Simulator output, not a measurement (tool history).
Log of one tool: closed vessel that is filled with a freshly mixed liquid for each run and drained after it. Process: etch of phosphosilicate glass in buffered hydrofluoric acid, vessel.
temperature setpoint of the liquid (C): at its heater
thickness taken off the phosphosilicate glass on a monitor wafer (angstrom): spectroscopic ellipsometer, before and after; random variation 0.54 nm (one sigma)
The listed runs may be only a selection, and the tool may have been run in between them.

run  hour  temperature setpoint of the liquid (C)  parts of 40 % ammonium fluoride to one part of 49 % hydrofluoric acid (parts by volume)  time in the liquid (s)  thickness taken off the phosphosilicate glass on a monitor wafer (angstrom)
  1     0                                      22                                                                                     13.5                     100                                                                       2720.3
  2   4.1                                    20.5                                                                                     14.5                     100                                                                       2339.2
  3  12.9                                      19                                                                                     14.5                     100                                                                       2130.2
  4  16.9                                      19                                                                                     11.5                     100                                                                       2673.9
  5  24.8                                      19                                                                                      8.5                     100                                                                       3482.8
  6  33.2                                      17                                                                                      8.5                     100                                                                       3136.8
  7  39.2                                      17                                                                                     10.5                     100                                                                       2618.2
  8  41.2                                      17                                                                                       12                     100                                                                       2293.7
  9  43.1                                      17                                                                                       13                     100                                                                       2119.5
 10  46.3                                      17                                                                                       14                     100                                                                       1983.5
 11  48.5                                      17                                                                                     14.5                     100                                                                       1902.3
 12  54.6                                      17                                                                                       15                     100                                                                       1836.9
 13  56.4                                      17                                                                                     15.5                     100                                                                       1791.9

Run 14, settings as shown, results not yet in. Your forecast:
 14  64.5                                      17                                                                                       16                     100                                                                            ?

{"run 14": {"thickness taken off the phosphosilicate glass on a monitor wafer (angstrom)": 1728.7}}
